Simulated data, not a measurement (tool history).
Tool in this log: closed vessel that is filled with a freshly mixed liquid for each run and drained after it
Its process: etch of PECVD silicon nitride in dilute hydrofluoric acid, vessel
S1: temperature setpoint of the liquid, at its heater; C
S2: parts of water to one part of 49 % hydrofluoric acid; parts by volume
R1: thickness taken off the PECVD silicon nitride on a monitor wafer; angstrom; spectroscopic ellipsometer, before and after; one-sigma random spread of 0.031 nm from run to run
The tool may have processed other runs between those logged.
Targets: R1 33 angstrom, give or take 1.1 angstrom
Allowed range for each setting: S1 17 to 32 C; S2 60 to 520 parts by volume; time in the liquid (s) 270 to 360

Run 1, hour 0: S1 24 C, S2 290 parts by volume, time in the liquid (s) 360. Result: R1 41.693 angstrom.
Run 2, hour 8.9: S1 22.5 C, S2 290 parts by volume, time in the liquid (s) 360. Result: R1 37.973 angstrom.
Run 3, hour 16.1: S1 22.5 C, S2 290 parts by volume, time in the liquid (s) 270. Result: R1 28.721 angstrom.
Run 4, hour 19.5: S1 22.5 C, S2 200 parts by volume, time in the liquid (s) 270. Result: R1 40.347 angstrom.
Run 5, hour 21.6: S1 22.5 C, S2 200 parts by volume, time in the liquid (s) 270. Result: R1 40.898 angstrom.
Run 6, hour 24.4: S1 22.5 C, S2 285 parts by volume, time in the liquid (s) 270. Result: R1 29.343 angstrom.
Run 7, hour 27: S1 23 C, S2 285 parts by volume, time in the liquid (s) 270. Result: R1 29.707 angstrom.
Run 8, hour 33.9: S1 23.5 C, S2 285 parts by volume, time in the liquid (s) 270. Result: R1 30.749 angstrom.
Run 9, hour 35.3: S1 24 C, S2 285 parts by volume, time in the liquid (s) 270. Result: R1 31.638 angstrom.

Consider the 5 candidate settings below. Which is the only one whose results all fall within their allowed miss of target?
Run A, hour 36.7: S1 24 C, S2 300 parts by volume, time in the liquid (s) 295. Result: R1 ?.
Run B, hour 36.7: S1 27.5 C, S2 375 parts by volume, time in the liquid (s) 275. Result: R1 ?.
Run C, hour 36.7: S1 28 C, S2 365 parts by volume, time in the liquid (s) 270. Result: R1 ?.
Run D, hour 36.7: S1 24 C, S2 320 parts by volume, time in the liquid (s) 290. Result: R1 ?.
Run E, hour 36.7: S1 25.5 C, S2 335 parts by volume, time in the liquid (s) 270. Result: R1 ?.

move      R1
   A  32.367
   B  29.685
   C  30.829
   D  29.848
   E  29.052
A: each result inside its tolerance
B: misses by more than the last run did
C: misses by more than the last run did
D: misses by more than the last run did
E: misses by more than the last run did
The right move is A.
